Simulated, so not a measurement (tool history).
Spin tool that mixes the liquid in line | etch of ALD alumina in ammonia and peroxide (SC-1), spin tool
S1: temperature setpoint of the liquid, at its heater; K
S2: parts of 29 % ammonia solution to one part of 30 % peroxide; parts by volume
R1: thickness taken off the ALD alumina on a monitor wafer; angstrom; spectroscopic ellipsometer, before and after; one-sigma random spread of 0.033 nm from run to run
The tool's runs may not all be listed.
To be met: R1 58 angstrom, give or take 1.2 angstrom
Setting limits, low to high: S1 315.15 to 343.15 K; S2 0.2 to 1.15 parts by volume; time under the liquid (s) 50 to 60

Run 1, hour 0: S1 331.15 K, S2 0.65 parts by volume, time under the liquid (s) 60. Result: R1 45.143 angstrom.
Run 2, hour 0.5: S1 331.15 K, S2 0.8 parts by volume, time under the liquid (s) 60. Result: R1 45.93 angstrom.
Run 3, hour 8.1: S1 324.15 K, S2 0.8 parts by volume, time under the liquid (s) 60. Result: R1 31.738 angstrom.
Run 4, hour 14.1: S1 324.15 K, S2 0.95 parts by volume, time under the liquid (s) 60. Result: R1 32.035 angstrom.
Run 5, hour 18.3: S1 326.65 K, S2 0.95 parts by volume, time under the liquid (s) 60. Result: R1 36.79 angstrom.
Run 6, hour 25.2: S1 322.15 K, S2 0.95 parts by volume, time under the liquid (s) 60. Result: R1 28.817 angstrom.
Run 7, hour 29.5: S1 325.15 K, S2 0.95 parts by volume, time under the liquid (s) 60. Result: R1 34.165 angstrom.
Run 8, hour 34.5: S1 327.15 K, S2 0.95 parts by volume, time under the liquid (s) 60. Result: R1 37.972 angstrom.

Pick the move, out of 5, that brings all results within their allowed miss; only one does.
Run A, hour 39.5: S1 324.65 K, S2 0.8 parts by volume, time under the liquid (s) 60. Result: R1 ?.
Run B, hour 39.5: S1 337.65 K, S2 0.9 parts by volume, time under the liquid (s) 60. Result: R1 ?.
Run C, hour 39.5: S1 323.15 K, S2 0.75 parts by volume, time under the liquid (s) 60. Result: R1 ?.
Run D, hour 39.5: S1 341.15 K, S2 0.3 parts by volume, time under the liquid (s) 60. Result: R1 ?.
Run E, hour 39.5: S1 335.65 K, S2 0.75 parts by volume, time under the liquid (s) 60. Result: R1 ?.

move      R1
   A  32.494
   B  64.623
   C  29.753
   D  69.221
   E  57.466
A: further off than the last run
B: moves the result that the last run missed by most past its target, out the other side
C: further off than the last run
D: moves the result that the last run missed by most past its target, out the other side
E: meets every target
The move that meets every target is E.
